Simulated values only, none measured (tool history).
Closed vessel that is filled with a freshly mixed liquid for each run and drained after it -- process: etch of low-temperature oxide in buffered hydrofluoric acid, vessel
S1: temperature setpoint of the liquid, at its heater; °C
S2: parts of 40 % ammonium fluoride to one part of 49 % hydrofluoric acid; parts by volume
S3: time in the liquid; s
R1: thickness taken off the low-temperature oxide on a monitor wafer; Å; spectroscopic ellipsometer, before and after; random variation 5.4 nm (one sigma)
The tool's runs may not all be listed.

run	hour	S1	S2	S3	R1
1	0	21	10	105	4533.3
2	7	19	10	105	4064
3	12.4	20	9.5	105	4428.5
4	19.4	21	9	105	4885.9
5	22.2	21	11	105	4174.9
6	27.8	23	11	105	4640.8
7	32.6	23.5	10.5	105	4996.2
8	39.6	24	10	105	5419.1
9	48.8	24.5	9.5	105	5763.6
10	53.2	25	9	105	6051.5
11	60.7	29	6	105	11265
12	67.8	28.5	6	105	11029
13	71.4	28	6	105	10696

What will run 14 give?
14	75.1	26.5	6	105	?

Run 14 yielded R1 9977.3 Å.
